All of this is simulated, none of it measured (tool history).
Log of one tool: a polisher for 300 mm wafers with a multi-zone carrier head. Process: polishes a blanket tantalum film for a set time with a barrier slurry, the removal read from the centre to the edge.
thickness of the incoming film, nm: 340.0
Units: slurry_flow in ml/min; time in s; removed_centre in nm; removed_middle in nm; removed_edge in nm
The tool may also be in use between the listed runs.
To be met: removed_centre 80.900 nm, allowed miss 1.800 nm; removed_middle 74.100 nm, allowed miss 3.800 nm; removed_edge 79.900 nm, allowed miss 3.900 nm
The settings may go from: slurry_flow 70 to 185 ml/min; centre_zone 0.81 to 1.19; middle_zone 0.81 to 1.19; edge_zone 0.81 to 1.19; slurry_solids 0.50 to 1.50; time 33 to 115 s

Run 1, hour 0.0: slurry_flow 120 ml/min, centre_zone 1.00, middle_zone 1.00, edge_zone 1.00, slurry_solids 1.00, time 73 s. Result: removed_centre 65.001 nm, removed_middle 66.818 nm, removed_edge 67.492 nm.
Run 2, hour 7.8: slurry_flow 130 ml/min, centre_zone 1.01, middle_zone 1.00, edge_zone 1.02, slurry_solids 1.00, time 73 s. Result: removed_centre 66.297 nm, removed_middle 66.531 nm, removed_edge 72.290 nm.
Run 3, hour 9.5: slurry_flow 135 ml/min, centre_zone 1.03, middle_zone 1.01, edge_zone 1.01, slurry_solids 1.00, time 73 s. Result: removed_centre 68.945 nm, removed_middle 67.561 nm, removed_edge 69.959 nm.
Run 4, hour 12.5: slurry_flow 125 ml/min, centre_zone 1.03, middle_zone 1.01, edge_zone 1.01, slurry_solids 1.00, time 73 s. Result: removed_centre 68.163 nm, removed_middle 67.286 nm, removed_edge 68.551 nm.
Run 5, hour 20.9: slurry_flow 135 ml/min, centre_zone 1.03, middle_zone 1.01, edge_zone 1.01, slurry_solids 1.00, time 73 s. Result: removed_centre 68.726 nm, removed_middle 68.237 nm, removed_edge 70.618 nm.
Run 6, hour 26.9: slurry_flow 140 ml/min, centre_zone 1.04, middle_zone 1.01, edge_zone 1.02, slurry_solids 1.00, time 73 s. Result: removed_centre 69.007 nm, removed_middle 70.989 nm, removed_edge 69.012 nm.
Run 7, hour 31.1: slurry_flow 140 ml/min, centre_zone 1.04, middle_zone 1.01, edge_zone 1.02, slurry_solids 1.00, time 73 s. Result: removed_centre 70.662 nm, removed_middle 69.000 nm, removed_edge 69.961 nm.
Run 8, hour 34.6: slurry_flow 140 ml/min, centre_zone 1.04, middle_zone 1.01, edge_zone 1.02, slurry_solids 1.00, time 73 s. Result: removed_centre 69.643 nm, removed_middle 69.686 nm, removed_edge 71.075 nm.
Run 9, hour 41.2: slurry_flow 145 ml/min, centre_zone 1.06, middle_zone 1.00, edge_zone 1.03, slurry_solids 1.00, time 73 s. Result: removed_centre 71.677 nm, removed_middle 68.830 nm, removed_edge 72.168 nm.
Run 10, hour 43.8: slurry_flow 145 ml/min, centre_zone 1.06, middle_zone 1.00, edge_zone 1.03, slurry_solids 1.00, time 73 s. Result: removed_centre 71.086 nm, removed_middle 68.208 nm, removed_edge 70.508 nm.
Run 11, hour 46.1: slurry_flow 150 ml/min, centre_zone 1.07, middle_zone 1.00, edge_zone 1.05, slurry_solids 1.05, time 73 s. Result: removed_centre 72.702 nm, removed_middle 70.212 nm, removed_edge 74.446 nm.
Run 12, hour 46.8: slurry_flow 180 ml/min, centre_zone 1.13, middle_zone 0.99, edge_zone 1.06, slurry_solids 1.05, time 73 s. Result: removed_centre 78.976 nm, removed_middle 72.275 nm, removed_edge 74.879 nm.

4 next moves are on the table. One of them brings every result within its allowed miss. Which?
Run A, hour 47.5: slurry_flow 180 ml/min, centre_zone 1.19, middle_zone 0.90, edge_zone 1.05, slurry_solids 1.00, time 72 s. Result: removed_centre ?, removed_middle ?, removed_edge ?.
Run B, hour 47.5: slurry_flow 175 ml/min, centre_zone 1.08, middle_zone 0.96, edge_zone 1.03, slurry_solids 0.95, time 79 s. Result: removed_centre ?, removed_middle ?, removed_edge ?.
Run C, hour 47.5: slurry_flow 185 ml/min, centre_zone 1.19, middle_zone 1.04, edge_zone 0.93, slurry_solids 0.90, time 71 s. Result: removed_centre ?, removed_middle ?, removed_edge ?.
Run D, hour 47.5: slurry_flow 185 ml/min, centre_zone 1.19, middle_zone 1.07, edge_zone 1.04, slurry_solids 0.85, time 74 s. Result: removed_centre ?, removed_middle ?, removed_edge ?.

move  removed_centre  removed_middle  removed_edge
   A          79.684          65.645        73.849
   B          80.126          73.852        79.186
   C          77.493          69.656        67.496
   D          79.921          73.117        73.408
A: further off than the last run
B: meets every target
C: further off than the last run
D: further off than the last run
Move B is the one to make.
